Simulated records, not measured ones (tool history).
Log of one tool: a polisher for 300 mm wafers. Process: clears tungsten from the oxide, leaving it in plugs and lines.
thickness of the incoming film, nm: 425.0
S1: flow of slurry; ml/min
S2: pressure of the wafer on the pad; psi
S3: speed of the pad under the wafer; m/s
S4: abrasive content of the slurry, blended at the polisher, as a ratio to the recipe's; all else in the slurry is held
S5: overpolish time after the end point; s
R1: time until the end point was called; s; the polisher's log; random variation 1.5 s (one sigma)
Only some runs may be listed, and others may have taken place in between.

run,hour,S1,S2,S3,S4,S5,R1
1,0,265,3.7,1.08,1,18,73.766
2,7.1,265,3.5,1.08,1,18,77.496
3,12.1,265,3.5,1.08,1,20,79.45
4,14.1,265,3.3,1.08,1,20,80.529
5,16.9,310,3.3,1.08,1,20,80.848
# hour 25.9: slurry tank refilled with fresh slurry and peroxide
6,25.9,310,3.1,1.08,1,20,76.594

For run 7, what comes out?
7,33.8,290,2.9,1.06,1,20,?

Run 7 came out at R1 80.625 s.

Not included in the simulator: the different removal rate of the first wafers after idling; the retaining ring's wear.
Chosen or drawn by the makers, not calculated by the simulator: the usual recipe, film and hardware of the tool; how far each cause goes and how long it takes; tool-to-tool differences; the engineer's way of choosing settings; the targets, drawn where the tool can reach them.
